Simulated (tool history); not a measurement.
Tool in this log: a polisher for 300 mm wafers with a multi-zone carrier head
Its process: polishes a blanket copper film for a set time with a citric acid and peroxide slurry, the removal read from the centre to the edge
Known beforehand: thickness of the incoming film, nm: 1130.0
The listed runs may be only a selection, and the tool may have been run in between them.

| run | hour | flow of slurry (ml/min) | pressure of the head's centre zone | pressure of the head's middle zone | pressure of the head's edge zone | abrasive content of the slurry | polishing time (s) | film removed at the wafer's centre (Å) | film removed at mid-radius (Å) | film removed at the wafer's edge (Å) |
|---|---|---|---|---|---|---|---|---|---|---|
| 1 | 0.0 | 300 | 1.00 | 1.00 | 1.00 | 1.00 | 37 | 873.06 | 871.67 | 865.75 |
| 2 | 7.6 | 300 | 1.00 | 1.00 | 1.00 | 0.80 | 37 | 827.57 | 824.83 | 823.15 |
| 3 | 10.1 | 300 | 1.00 | 1.00 | 1.00 | 0.80 | 31 | 700.29 | 701.41 | 681.11 |
| 4 | 15.5 | 300 | 1.00 | 1.00 | 1.00 | 0.80 | 38 | 848.82 | 871.99 | 822.82 |
| 5 | 16.1 | 300 | 1.00 | 1.00 | 1.08 | 0.80 | 38 | 858.26 | 866.99 | 887.81 |
| 6 | 18.0 | 300 | 1.00 | 1.00 | 1.08 | 0.80 | 32 | 710.31 | 718.37 | 736.38 |
| 7 | 23.6 | 305 | 1.04 | 1.01 | 1.10 | 0.95 | 32 | 784.02 | 770.93 | 761.49 |
| 8 | 30.1 | 305 | 1.05 | 0.99 | 1.12 | 1.05 | 33 | 840.24 | 777.27 | 837.56 |
| 9 | 37.2 | 310 | 1.07 | 1.00 | 1.13 | 1.10 | 33 | 837.60 | 808.95 | 822.77 |

Estimate the outcome of run 10 from the log above:
| 10 | 38.7 | 315 | 1.13 | 0.90 | 1.12 | 1.25 | 39 | ? | ? | ? |

{"run 10": {"film removed at the wafer's centre (Å)": 1082.7, "film removed at mid-radius (Å)": 903.35, "film removed at the wafer's edge (Å)": 1000.4}}
